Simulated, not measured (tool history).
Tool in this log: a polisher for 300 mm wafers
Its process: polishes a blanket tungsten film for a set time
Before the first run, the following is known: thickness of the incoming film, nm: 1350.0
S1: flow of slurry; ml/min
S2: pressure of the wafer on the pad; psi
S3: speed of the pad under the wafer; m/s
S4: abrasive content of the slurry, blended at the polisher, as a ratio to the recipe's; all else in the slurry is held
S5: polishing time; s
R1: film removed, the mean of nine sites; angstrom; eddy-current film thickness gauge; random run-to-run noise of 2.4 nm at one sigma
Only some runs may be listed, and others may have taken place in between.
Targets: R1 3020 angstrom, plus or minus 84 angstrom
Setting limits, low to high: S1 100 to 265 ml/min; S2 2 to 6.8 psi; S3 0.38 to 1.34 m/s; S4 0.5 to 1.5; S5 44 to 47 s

run 1 hour=0 | S1=170 S2=4.4 S3=0.86 S4=1 S5=44 | R1=2019.4
run 2 hour=7.1 | S1=180 S2=4.8 S3=0.86 S4=1 S5=44 | R1=2219.5
run 3 hour=12.5 | S1=180 S2=4.8 S3=0.86 S4=1 S5=44 | R1=2228.2
run 4 hour=19.3 | S1=180 S2=4.8 S3=0.7 S4=1 S5=44 | R1=1840.1
run 5 hour=23.5 | S1=185 S2=5.3 S3=0.7 S4=1 S5=44 | R1=2008.1
run 6 hour=25.1 | S1=190 S2=5.7 S3=0.72 S4=1 S5=44 | R1=2199.7
run 7 hour=34 | S1=195 S2=6 S3=0.74 S4=1 S5=44 | R1=2449.3
run 8 hour=35.2 | S1=200 S2=6.2 S3=0.74 S4=1 S5=44 | R1=2463.6
run 9 hour=37.1 | S1=200 S2=6.4 S3=0.76 S4=1 S5=44 | R1=2652.1
run 10 hour=45.2 | S1=200 S2=6.5 S3=0.78 S4=1 S5=44 | R1=2737.2
run 11 hour=49.7 | S1=200 S2=6.6 S3=0.8 S4=1 S5=44 | R1=2830.5
-- hour=54.2 slurry tank refilled with fresh slurry and peroxide
run 12 hour=54.2 | S1=205 S2=6.7 S3=0.8 S4=1 S5=44 | R1=3286.3
run 13 hour=63.1 | S1=180 S2=6.7 S3=0.8 S4=1 S5=44 | R1=3179.5
run 14 hour=71.1 | S1=185 S2=6.7 S3=0.8 S4=1 S5=44 | R1=3283.4

5 next moves are on the table. One of them brings every result within its allowed miss. Which?
run A hour=79.1 | S1=185 S2=6.8 S3=0.74 S4=1 S5=47 | R1=?
run B hour=79.1 | S1=250 S2=6.3 S3=0.72 S4=0.9 S5=47 | R1=?
run C hour=79.1 | S1=205 S2=6.5 S3=0.7 S4=1.1 S5=44 | R1=?
run D hour=79.1 | S1=245 S2=5.7 S3=0.8 S4=0.85 S5=44 | R1=?
run E hour=79.1 | S1=170 S2=6.6 S3=0.88 S4=1.05 S5=44 | R1=?

move=A R1=3234.5
move=B R1=2976.3
move=C R1=2823.2
move=D R1=2767.9
move=E R1=3466.3
A: nearer than the last run, and not there yet
B: hits every target within its allowed miss
C: moves the result that the last run missed by most past its target, out the other side
D: moves the result that the last run missed by most past its target, out the other side
E: lands further from the targets than the last run did
B is the move that brings every result within its allowed miss.
